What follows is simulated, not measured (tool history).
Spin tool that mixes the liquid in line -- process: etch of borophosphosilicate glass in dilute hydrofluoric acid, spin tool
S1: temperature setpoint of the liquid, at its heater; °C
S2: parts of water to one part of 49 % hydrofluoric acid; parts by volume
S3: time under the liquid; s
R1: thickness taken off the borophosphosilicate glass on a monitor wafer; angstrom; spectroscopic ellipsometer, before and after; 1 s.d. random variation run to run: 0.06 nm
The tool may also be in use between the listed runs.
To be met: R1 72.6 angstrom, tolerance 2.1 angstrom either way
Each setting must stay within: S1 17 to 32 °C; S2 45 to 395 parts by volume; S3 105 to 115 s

run 1 hour=0 | S1=24 S2=220 S3=105 | R1=104.74
run 2 hour=7.5 | S1=24 S2=170 S3=105 | R1=142.18
run 3 hour=14.6 | S1=22.5 S2=190 S3=105 | R1=116.64
run 4 hour=17.3 | S1=20 S2=190 S3=105 | R1=107.75
run 5 hour=25 | S1=20 S2=190 S3=105 | R1=107.26
run 6 hour=33.6 | S1=20 S2=190 S3=105 | R1=108.08
run 7 hour=40.5 | S1=19.5 S2=205 S3=105 | R1=96.071
run 8 hour=44.4 | S1=17 S2=245 S3=105 | R1=68.768

Which of these 5 next moves meets every target?
run A hour=48.3 | S1=17.5 S2=225 S3=105 | R1=?
run B hour=48.3 | S1=18 S2=265 S3=105 | R1=?
run C hour=48.3 | S1=17 S2=230 S3=105 | R1=?
run D hour=48.3 | S1=17 S2=225 S3=105 | R1=?
run E hour=48.3 | S1=19.5 S2=265 S3=110 | R1=?

move=A R1=79.601
move=B R1=66.491
move=C R1=76.019
move=D R1=78.055
move=E R1=73.717
A: takes the result that was furthest off past its target
B: its largest miss is bigger than the last run's
C: takes the result that was furthest off past its target
D: takes the result that was furthest off past its target
E: all results in spec
Answer: E

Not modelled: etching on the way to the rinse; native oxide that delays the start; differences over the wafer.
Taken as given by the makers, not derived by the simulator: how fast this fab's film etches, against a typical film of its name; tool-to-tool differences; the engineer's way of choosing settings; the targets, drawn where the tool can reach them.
